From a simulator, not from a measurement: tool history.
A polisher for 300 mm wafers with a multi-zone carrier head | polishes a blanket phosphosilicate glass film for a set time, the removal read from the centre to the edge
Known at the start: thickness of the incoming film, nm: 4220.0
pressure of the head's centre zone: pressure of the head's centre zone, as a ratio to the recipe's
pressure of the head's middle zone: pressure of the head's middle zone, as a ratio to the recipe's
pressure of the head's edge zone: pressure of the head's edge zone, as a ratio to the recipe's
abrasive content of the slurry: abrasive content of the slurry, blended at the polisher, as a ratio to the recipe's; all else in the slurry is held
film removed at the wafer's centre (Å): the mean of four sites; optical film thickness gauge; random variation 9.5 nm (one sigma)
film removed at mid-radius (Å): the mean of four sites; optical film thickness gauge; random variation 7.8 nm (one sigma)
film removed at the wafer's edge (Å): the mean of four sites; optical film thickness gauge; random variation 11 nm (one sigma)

run	hour	flow of slurry (ml/min)	pressure of the head's centre zone	pressure of the head's middle zone	pressure of the head's edge zone	abrasive content of the slurry	polishing time (s)	film removed at the wafer's centre (Å)	film removed at mid-radius (Å)	film removed at the wafer's edge (Å)
1	0	285	1	1	1	1	80	9065.8	9105	9187.6
2	2.7	285	1	1	0.94	1	80	9100.8	9096.8	8823.9
3	11.3	285	0.92	1	0.94	1	80	8541.8	9213.9	8792.4
4	12.6	285	0.92	1.06	0.94	1	80	8438.2	9589.5	8721.8
5	13.5	285	0.92	0.99	0.94	1	80	8459.7	9042.6	8850.7
6	16.2	295	0.93	1.02	0.98	1.05	80	8655	9468.2	9263.1
7	24.7	300	0.95	1.05	1	1.1	80	8964.1	9934.4	9492.4
8	27.3	300	0.95	1.05	1	1.1	80	8994.1	9883.2	9525.2
9	33.3	305	0.96	1.08	1.03	1.15	80	9094.4	10235	9861.9

The next listed run, before its measurement:
10	38	315	0.97	1.1	1.05	1.2	80	?	?	?

film removed at the wafer's centre (Å): 9479.5
film removed at mid-radius (Å): 10624
film removed at the wafer's edge (Å): 10229

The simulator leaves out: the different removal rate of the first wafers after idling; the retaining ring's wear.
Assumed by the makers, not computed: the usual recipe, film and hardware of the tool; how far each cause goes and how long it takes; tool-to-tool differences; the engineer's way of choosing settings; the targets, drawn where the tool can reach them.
